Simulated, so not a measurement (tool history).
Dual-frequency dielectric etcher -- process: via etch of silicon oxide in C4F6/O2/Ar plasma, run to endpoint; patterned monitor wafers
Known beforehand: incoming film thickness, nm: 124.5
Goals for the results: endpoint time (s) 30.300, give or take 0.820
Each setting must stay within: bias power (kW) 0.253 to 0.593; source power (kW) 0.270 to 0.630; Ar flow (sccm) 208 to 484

run	hour	bias power (kW)	source power (kW)	Ar flow (sccm)	endpoint time (s)
1	0.0	0.423	0.450	346	26.552
2	7.8	0.451	0.450	346	25.629
3	8.8	0.451	0.450	380	25.837
4	9.3	0.412	0.440	382	28.082
5	11.6	0.454	0.440	382	25.607
6	18.8	0.426	0.430	383	27.302
7	19.4	0.407	0.430	384	28.016
8	21.9	0.392	0.430	385	28.633
9	27.7	0.381	0.430	386	29.073

Next run, 4 choices. One meets every target within its allowed miss, the rest don't. Which?
A	33.5	0.436	0.410	391	?
B	33.5	0.370	0.530	365	?
C	33.5	0.384	0.350	283	?
D	33.5	0.385	0.500	420	?

move	endpoint time (s)
A	27.564
B	27.151
C	30.609
D	27.572
A: lands further from the targets than the last run did
B: lands further from the targets than the last run did
C: every result lands within tolerance
D: lands further from the targets than the last run did
The right move is C.

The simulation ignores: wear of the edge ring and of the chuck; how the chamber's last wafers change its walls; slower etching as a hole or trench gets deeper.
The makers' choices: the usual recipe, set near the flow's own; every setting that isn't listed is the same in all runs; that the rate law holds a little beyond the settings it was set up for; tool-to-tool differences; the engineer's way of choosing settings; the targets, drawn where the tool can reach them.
